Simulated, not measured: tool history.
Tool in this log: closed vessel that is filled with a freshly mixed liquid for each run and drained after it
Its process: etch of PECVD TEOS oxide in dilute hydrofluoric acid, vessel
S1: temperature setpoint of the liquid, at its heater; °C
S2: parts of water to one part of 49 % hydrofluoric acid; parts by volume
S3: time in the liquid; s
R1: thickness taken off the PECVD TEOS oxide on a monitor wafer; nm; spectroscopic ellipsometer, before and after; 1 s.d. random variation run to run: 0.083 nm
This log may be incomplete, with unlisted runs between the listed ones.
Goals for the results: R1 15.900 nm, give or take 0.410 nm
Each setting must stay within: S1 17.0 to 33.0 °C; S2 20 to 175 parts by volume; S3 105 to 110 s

Run 1, hour 0.0: S1 25.0 °C, S2 95 parts by volume, S3 105 s. Result: R1 22.044 nm.
Run 2, hour 5.5: S1 25.0 °C, S2 60 parts by volume, S3 105 s. Result: R1 36.542 nm.
Run 3, hour 9.3: S1 22.5 °C, S2 75 parts by volume, S3 105 s. Result: R1 25.650 nm.
Run 4, hour 15.3: S1 22.5 °C, S2 75 parts by volume, S3 110 s. Result: R1 26.890 nm.
Run 5, hour 23.8: S1 20.5 °C, S2 80 parts by volume, S3 110 s. Result: R1 23.227 nm.
Run 6, hour 28.4: S1 20.5 °C, S2 100 parts by volume, S3 110 s. Result: R1 18.208 nm.
Run 7, hour 33.2: S1 19.5 °C, S2 100 parts by volume, S3 110 s. Result: R1 17.686 nm.
Run 8, hour 41.5: S1 18.5 °C, S2 100 parts by volume, S3 110 s. Result: R1 16.775 nm.
Run 9, hour 48.3: S1 18.0 °C, S2 100 parts by volume, S3 110 s. Result: R1 16.393 nm.

Which of these 4 next moves meets every target?
Run A, hour 55.1: S1 17.0 °C, S2 90 parts by volume, S3 105 s. Result: R1 ?.
Run B, hour 55.1: S1 21.0 °C, S2 105 parts by volume, S3 105 s. Result: R1 ?.
Run C, hour 55.1: S1 17.0 °C, S2 100 parts by volume, S3 110 s. Result: R1 ?.
Run D, hour 55.1: S1 21.5 °C, S2 110 parts by volume, S3 110 s. Result: R1 ?.

move      R1
   A  16.864
   B  16.788
   C  15.735
   D  17.033
A: lands further from the targets than the last run did
B: lands further from the targets than the last run did
C: all results in spec
D: lands further from the targets than the last run did
So the answer is move C, the one that meets all the targets.

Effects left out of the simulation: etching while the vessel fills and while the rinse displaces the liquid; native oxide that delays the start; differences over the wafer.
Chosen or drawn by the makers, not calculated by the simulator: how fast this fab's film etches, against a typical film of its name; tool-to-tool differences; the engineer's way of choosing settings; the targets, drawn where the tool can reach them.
